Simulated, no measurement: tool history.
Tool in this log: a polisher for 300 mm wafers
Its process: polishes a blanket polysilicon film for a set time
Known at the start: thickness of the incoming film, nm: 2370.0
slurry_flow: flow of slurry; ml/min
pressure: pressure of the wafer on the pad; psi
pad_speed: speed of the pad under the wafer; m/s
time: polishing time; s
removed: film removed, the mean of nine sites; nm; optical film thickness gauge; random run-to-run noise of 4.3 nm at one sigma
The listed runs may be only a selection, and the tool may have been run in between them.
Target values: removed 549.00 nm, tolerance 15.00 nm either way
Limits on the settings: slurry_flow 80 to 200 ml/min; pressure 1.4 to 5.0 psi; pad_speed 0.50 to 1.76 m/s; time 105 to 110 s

run 1 hour=0.0 | slurry_flow=130 pressure=3.2 pad_speed=1.12 time=105 | removed=897.60
run 2 hour=1.1 | slurry_flow=125 pressure=3.0 pad_speed=1.12 time=105 | removed=828.56
run 3 hour=3.6 | slurry_flow=125 pressure=3.0 pad_speed=0.92 time=105 | removed=727.07
run 4 hour=7.9 | slurry_flow=125 pressure=3.4 pad_speed=0.92 time=105 | removed=822.18
run 5 hour=8.5 | slurry_flow=125 pressure=2.7 pad_speed=0.92 time=105 | removed=658.19
run 6 hour=14.8 | slurry_flow=155 pressure=2.7 pad_speed=0.92 time=105 | removed=688.76
run 7 hour=18.0 | slurry_flow=150 pressure=2.6 pad_speed=0.92 time=105 | removed=660.62
run 8 hour=21.8 | slurry_flow=145 pressure=2.6 pad_speed=0.92 time=105 | removed=649.54
-- hour=22.9 worn pad replaced by a new one
run 9 hour=22.9 | slurry_flow=140 pressure=2.6 pad_speed=0.92 time=105 | removed=699.92
run 10 hour=30.1 | slurry_flow=140 pressure=2.5 pad_speed=0.92 time=105 | removed=669.93
run 11 hour=33.5 | slurry_flow=105 pressure=2.0 pad_speed=0.92 time=105 | removed=497.86
run 12 hour=41.7 | slurry_flow=110 pressure=2.0 pad_speed=0.92 time=105 | removed=511.10
run 13 hour=46.9 | slurry_flow=125 pressure=2.0 pad_speed=0.92 time=105 | removed=525.32

4 candidate next runs follow, results not yet known. Just one meets every target within its allowed miss. Identify it.
run A hour=52.1 | slurry_flow=120 pressure=1.9 pad_speed=0.92 time=110 | removed=?
run B hour=52.1 | slurry_flow=120 pressure=1.9 pad_speed=0.90 time=110 | removed=?
run C hour=52.1 | slurry_flow=120 pressure=1.8 pad_speed=0.96 time=110 | removed=?
run D hour=52.1 | slurry_flow=150 pressure=1.8 pad_speed=1.00 time=110 | removed=?

move=A removed=527.95
move=B removed=520.63
move=C removed=515.46
move=D removed=554.97
A: an improvement on the last run, though not all results are within tolerance
B: lands further from the targets than the last run did
C: lands further from the targets than the last run did
D: hits every target within its allowed miss
So the answer is move D, the one that meets all the targets.
